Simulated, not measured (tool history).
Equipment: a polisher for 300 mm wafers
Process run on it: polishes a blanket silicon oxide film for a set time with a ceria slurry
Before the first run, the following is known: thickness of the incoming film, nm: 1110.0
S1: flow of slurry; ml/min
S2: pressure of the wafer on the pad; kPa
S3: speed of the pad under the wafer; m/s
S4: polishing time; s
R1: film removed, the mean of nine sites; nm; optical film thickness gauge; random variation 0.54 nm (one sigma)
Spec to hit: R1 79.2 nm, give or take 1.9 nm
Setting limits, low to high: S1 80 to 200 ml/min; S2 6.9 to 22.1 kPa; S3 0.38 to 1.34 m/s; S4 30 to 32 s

Run 1, day 0: S1 130 ml/min, S2 14.5 kPa, S3 0.86 m/s, S4 32 s. Result: R1 99.151 nm.
Run 2, day 0.258: S1 120 ml/min, S2 13.8 kPa, S3 0.86 m/s, S4 32 s. Result: R1 93.088 nm.
Run 3, day 0.612: S1 115 ml/min, S2 13.1 kPa, S3 0.86 m/s, S4 32 s. Result: R1 88.034 nm.
Run 4, day 0.671: S1 110 ml/min, S2 13.1 kPa, S3 0.86 m/s, S4 32 s. Result: R1 88.157 nm.
Run 5, day 0.938: S1 105 ml/min, S2 12.4 kPa, S3 0.86 m/s, S4 32 s. Result: R1 82.104 nm.
Run 6, day 1.192: S1 105 ml/min, S2 12.4 kPa, S3 1.04 m/s, S4 32 s. Result: R1 95.691 nm.
Run 7, day 1.246: S1 100 ml/min, S2 11.7 kPa, S3 1.04 m/s, S4 32 s. Result: R1 89.795 nm.
Run 8, day 1.604: S1 95 ml/min, S2 11 kPa, S3 1.04 m/s, S4 32 s. Result: R1 85.848 nm.
Run 9, day 1.838: S1 90 ml/min, S2 11 kPa, S3 1.04 m/s, S4 32 s. Result: R1 84.319 nm.

Exercise: of the 4 proposed moves below, exactly one satisfies all targets within the stated allowed misses. Which move is it?
Run A, day 2.071: S1 80 ml/min, S2 11.7 kPa, S3 1.1 m/s, S4 30 s. Result: R1 ?.
Run B, day 2.071: S1 85 ml/min, S2 11 kPa, S3 1.1 m/s, S4 32 s. Result: R1 ?.
Run C, day 2.071: S1 105 ml/min, S2 9.7 kPa, S3 1.24 m/s, S4 32 s. Result: R1 ?.
Run D, day 2.071: S1 85 ml/min, S2 9.7 kPa, S3 1.18 m/s, S4 31 s. Result: R1 ?.

move      R1
   A  85.958
   B  87.467
   C  88.673
   D   79.24
A: its largest miss is bigger than the last run's
B: its largest miss is bigger than the last run's
C: its largest miss is bigger than the last run's
D: all results land within tolerance of their targets
The right move is D.

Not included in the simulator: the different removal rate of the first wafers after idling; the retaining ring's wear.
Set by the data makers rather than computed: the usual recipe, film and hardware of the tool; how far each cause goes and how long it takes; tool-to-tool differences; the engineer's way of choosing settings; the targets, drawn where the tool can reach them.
